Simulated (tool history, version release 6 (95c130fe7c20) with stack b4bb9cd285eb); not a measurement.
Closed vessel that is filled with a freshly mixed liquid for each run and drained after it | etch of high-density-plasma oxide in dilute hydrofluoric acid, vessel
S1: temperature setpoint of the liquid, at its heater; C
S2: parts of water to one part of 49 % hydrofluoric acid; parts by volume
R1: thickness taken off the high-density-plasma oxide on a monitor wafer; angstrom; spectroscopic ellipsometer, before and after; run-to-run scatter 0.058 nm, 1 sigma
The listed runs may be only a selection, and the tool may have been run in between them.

run 1 hour=0.0 | S1=23.0 S2=110 time_in_the_liquid_(s)=30 | R1=26.292
run 2 hour=5.8 | S1=23.0 S2=110 time_in_the_liquid_(s)=30 | R1=26.508
run 3 hour=13.4 | S1=23.0 S2=75 time_in_the_liquid_(s)=30 | R1=40.036
run 4 hour=17.6 | S1=23.5 S2=70 time_in_the_liquid_(s)=30 | R1=44.072
run 5 hour=20.7 | S1=21.0 S2=70 time_in_the_liquid_(s)=30 | R1=39.625
run 6 hour=29.1 | S1=22.0 S2=65 time_in_the_liquid_(s)=30 | R1=45.349

For run 7, what comes out?
run 7 hour=32.3 | S1=26.0 S2=60 time_in_the_liquid_(s)=30 | R1=?

R1: 58.503 angstrom
